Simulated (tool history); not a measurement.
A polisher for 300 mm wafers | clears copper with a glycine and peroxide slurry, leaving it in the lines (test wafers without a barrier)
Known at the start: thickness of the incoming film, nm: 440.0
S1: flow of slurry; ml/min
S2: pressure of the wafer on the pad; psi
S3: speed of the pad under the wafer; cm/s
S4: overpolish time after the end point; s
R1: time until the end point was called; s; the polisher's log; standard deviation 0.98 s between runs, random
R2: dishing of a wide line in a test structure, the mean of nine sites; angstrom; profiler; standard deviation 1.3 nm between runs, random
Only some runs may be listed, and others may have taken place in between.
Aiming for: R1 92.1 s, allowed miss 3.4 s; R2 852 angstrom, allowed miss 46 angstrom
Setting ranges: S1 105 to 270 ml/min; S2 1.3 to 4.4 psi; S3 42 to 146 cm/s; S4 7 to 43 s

Run 1, hour 0: S1 175 ml/min, S2 2.8 psi, S3 94 cm/s, S4 22 s. Result: R1 84.744 s, R2 640.59 angstrom.
Run 2, hour 7.8: S1 175 ml/min, S2 2.8 psi, S3 94 cm/s, S4 23 s. Result: R1 86.098 s, R2 680.81 angstrom.
Run 3, hour 15.9: S1 145 ml/min, S2 2.8 psi, S3 94 cm/s, S4 23 s. Result: R1 91.18 s, R2 674.19 angstrom.
Run 4, hour 17.1: S1 110 ml/min, S2 2.8 psi, S3 94 cm/s, S4 23 s. Result: R1 94.761 s, R2 632.44 angstrom.
Run 5, hour 24.9: S1 110 ml/min, S2 2.8 psi, S3 94 cm/s, S4 24 s. Result: R1 93.59 s, R2 647.93 angstrom.
Run 6, hour 30: S1 110 ml/min, S2 2.8 psi, S3 94 cm/s, S4 25 s. Result: R1 94.81 s, R2 667.1 angstrom.
Run 7, hour 38.7: S1 115 ml/min, S2 2.8 psi, S3 94 cm/s, S4 26 s. Result: R1 95.769 s, R2 694.04 angstrom.
Run 8, hour 46.8: S1 120 ml/min, S2 2.8 psi, S3 94 cm/s, S4 27 s. Result: R1 91.663 s, R2 704.47 angstrom.
Run 9, hour 55.6: S1 120 ml/min, S2 2.8 psi, S3 94 cm/s, S4 28 s. Result: R1 93.592 s, R2 750.8 angstrom.

5 next moves are on the table. One of them brings every result within its allowed miss. Which?
Run A, hour 64.4: S1 135 ml/min, S2 3.7 psi, S3 78 cm/s, S4 26 s. Result: R1 ?, R2 ?.
Run B, hour 64.4: S1 130 ml/min, S2 2.9 psi, S3 100 cm/s, S4 27 s. Result: R1 ?, R2 ?.
Run C, hour 64.4: S1 110 ml/min, S2 2.7 psi, S3 116 cm/s, S4 30 s. Result: R1 ?, R2 ?.
Run D, hour 64.4: S1 110 ml/min, S2 2.9 psi, S3 94 cm/s, S4 27 s. Result: R1 ?, R2 ?.
Run E, hour 64.4: S1 110 ml/min, S2 2.5 psi, S3 108 cm/s, S4 35 s. Result: R1 ?, R2 ?.

move      R1      R2
   A   83.93  770.91
   B  84.296  773.29
   C  82.418  839.65
   D  92.501  722.19
   E  93.231  855.32
A: further off than the last run
B: roughly where the last run was
C: gets the furthest-off result to its target, but another result is out of tolerance
D: further off than the last run
E: all results in spec
E meets every target.
